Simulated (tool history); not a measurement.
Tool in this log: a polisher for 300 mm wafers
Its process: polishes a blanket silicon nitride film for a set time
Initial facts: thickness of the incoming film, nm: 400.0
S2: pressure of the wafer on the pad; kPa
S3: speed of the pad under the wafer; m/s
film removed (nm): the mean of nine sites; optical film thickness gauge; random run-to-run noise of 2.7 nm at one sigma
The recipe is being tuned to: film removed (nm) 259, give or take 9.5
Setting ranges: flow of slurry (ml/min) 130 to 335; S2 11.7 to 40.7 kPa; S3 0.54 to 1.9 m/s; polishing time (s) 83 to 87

{"run": 1, "hour": 0.0, "flow of slurry (ml/min)": 215, "S2": 26.2, "S3": 1.22, "polishing time (s)": 83, "film removed (nm)": 160.03}
{"run": 2, "hour": 3.0, "flow of slurry (ml/min)": 215, "S2": 28.3, "S3": 1.22, "polishing time (s)": 83, "film removed (nm)": 166.6}
{"run": 3, "hour": 11.4, "flow of slurry (ml/min)": 265, "S2": 28.3, "S3": 1.22, "polishing time (s)": 83, "film removed (nm)": 173.64}
{"run": 4, "hour": 13.3, "flow of slurry (ml/min)": 265, "S2": 28.3, "S3": 1.22, "polishing time (s)": 83, "film removed (nm)": 170.37}
{"run": 5, "hour": 15.7, "flow of slurry (ml/min)": 265, "S2": 30.3, "S3": 1.22, "polishing time (s)": 83, "film removed (nm)": 184.37}
{"run": 6, "hour": 23.8, "flow of slurry (ml/min)": 265, "S2": 26.9, "S3": 1.22, "polishing time (s)": 83, "film removed (nm)": 161.91}
{"run": 7, "hour": 29.3, "flow of slurry (ml/min)": 265, "S2": 29, "S3": 1.22, "polishing time (s)": 83, "film removed (nm)": 177.58}
{"run": 8, "hour": 31.0, "flow of slurry (ml/min)": 265, "S2": 31, "S3": 1.22, "polishing time (s)": 83, "film removed (nm)": 192.6}
{"run": 9, "hour": 35.2, "flow of slurry (ml/min)": 265, "S2": 32.4, "S3": 1.22, "polishing time (s)": 83, "film removed (nm)": 198.1}
{"run": 10, "hour": 40.8, "flow of slurry (ml/min)": 265, "S2": 33.8, "S3": 1.22, "polishing time (s)": 83, "film removed (nm)": 202.84}
{"run": 11, "hour": 48.9, "flow of slurry (ml/min)": 265, "S2": 35.2, "S3": 1.24, "polishing time (s)": 83, "film removed (nm)": 219.15}
{"run": 12, "hour": 51.2, "flow of slurry (ml/min)": 265, "S2": 35.9, "S3": 1.24, "polishing time (s)": 83, "film removed (nm)": 217.46}

Pick the move, out of 4, that brings all results within their allowed miss; only one does.
{"run": "A", "hour": 53.5, "flow of slurry (ml/min)": 290, "S2": 33.1, "S3": 1.1, "polishing time (s)": 86, "film removed (nm)": "?"}
{"run": "B", "hour": 53.5, "flow of slurry (ml/min)": 250, "S2": 35.9, "S3": 0.86, "polishing time (s)": 83, "film removed (nm)": "?"}
{"run": "C", "hour": 53.5, "flow of slurry (ml/min)": 250, "S2": 37.2, "S3": 1.62, "polishing time (s)": 87, "film removed (nm)": "?"}
{"run": "D", "hour": 53.5, "flow of slurry (ml/min)": 270, "S2": 40.7, "S3": 1.24, "polishing time (s)": 87, "film removed (nm)": "?"}

move=A film_removed_(nm)=193.12
move=B film_removed_(nm)=166.1
move=C film_removed_(nm)=289.93
move=D film_removed_(nm)=259.82
A: its largest miss is bigger than the last run's
B: its largest miss is bigger than the last run's
C: pushes the last run's worst result past its target
D: all results land within tolerance of their targets
Move D is the one to make.
